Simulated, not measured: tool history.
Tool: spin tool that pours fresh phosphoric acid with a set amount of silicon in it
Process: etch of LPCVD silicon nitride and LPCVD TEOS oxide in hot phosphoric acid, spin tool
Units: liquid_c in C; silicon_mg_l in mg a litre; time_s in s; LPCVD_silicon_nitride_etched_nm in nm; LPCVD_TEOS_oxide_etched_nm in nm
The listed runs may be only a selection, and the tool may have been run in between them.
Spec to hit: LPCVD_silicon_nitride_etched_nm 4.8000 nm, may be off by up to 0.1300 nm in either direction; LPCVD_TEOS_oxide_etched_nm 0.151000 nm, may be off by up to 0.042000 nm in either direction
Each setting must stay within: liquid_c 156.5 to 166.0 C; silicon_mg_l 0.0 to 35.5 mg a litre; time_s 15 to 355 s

run	hour	liquid_c	silicon_mg_l	time_s	LPCVD_silicon_nitride_etched_nm	LPCVD_TEOS_oxide_etched_nm
1	0.0	161.0	15.5	180	14.2280	0.510800
2	0.9	160.0	15.0	135	10.1980	0.290470
3	2.9	160.0	23.5	135	10.2750	0.286990
4	7.6	160.0	29.5	135	10.1750	0.259270
5	9.2	160.0	35.5	135	10.3080	0.196010
6	13.6	160.0	28.0	135	10.2510	0.258350
7	16.2	157.5	18.0	45	3.2009	0.082305
8	20.9	160.0	19.0	45	3.4425	0.094338
9	23.3	161.0	20.0	50	3.9226	0.133900
10	26.6	161.5	23.5	50	4.0395	0.128620
11	30.1	161.5	23.5	50	3.9774	0.105980
12	33.8	162.0	23.0	55	4.5407	0.129450
13	37.5	162.5	22.5	55	4.6270	0.142860
14	45.1	163.5	24.0	60	5.1604	0.162070
15	47.1	163.0	23.5	60	5.1429	0.152620
16	51.4	162.5	22.5	60	4.9378	0.160280

Next run, 4 choices. One meets every target within its allowed miss, the rest don't. Which?
A	55.7	157.0	35.5	70	?	?
B	55.7	159.0	34.5	70	?	?
C	55.7	161.5	18.5	60	?	?
D	55.7	159.0	34.5	65	?	?

move	LPCVD_silicon_nitride_etched_nm	LPCVD_TEOS_oxide_etched_nm
A	4.8732	0.072472
B	5.2150	0.088481
C	4.8611	0.162480
D	4.8425	0.082161
A: meets the target for the result that was furthest off, but another lies outside its allowed miss
B: further off than the last run
C: all results land within tolerance of their targets
D: meets the target for the result that was furthest off, but another lies outside its allowed miss
The right move is C.
